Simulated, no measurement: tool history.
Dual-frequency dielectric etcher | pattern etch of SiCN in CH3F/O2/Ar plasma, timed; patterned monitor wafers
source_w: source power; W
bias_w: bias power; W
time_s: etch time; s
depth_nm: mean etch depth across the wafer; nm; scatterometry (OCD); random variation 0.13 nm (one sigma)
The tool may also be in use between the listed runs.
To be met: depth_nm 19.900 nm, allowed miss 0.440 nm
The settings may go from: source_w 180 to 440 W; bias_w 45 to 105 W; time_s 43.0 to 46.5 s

run	hour	source_w	bias_w	time_s	depth_nm
1	0.0	310	75	46.5	17.055
2	2.0	340	77	46.5	17.565
3	4.6	340	77	43.0	16.146
4	12.5	360	85	44.0	17.934
5	18.5	370	87	44.0	18.233
6	26.9	380	89	44.0	18.768
7	33.8	390	90	44.0	18.797
8	42.2	430	97	44.5	20.440

5 next moves are on the table. One of them brings every result within its allowed miss. Which?
A	50.6	400	102	45.5	?
B	50.6	430	104	45.0	?
C	50.6	430	98	43.0	?
D	50.6	420	98	46.5	?
E	50.6	440	94	46.0	?

move	depth_nm
A	21.092
B	21.539
C	19.959
D	21.429
E	21.043
A: further off than the last run
B: further off than the last run
C: meets every target
D: further off than the last run
E: further off than the last run
The right move is C.
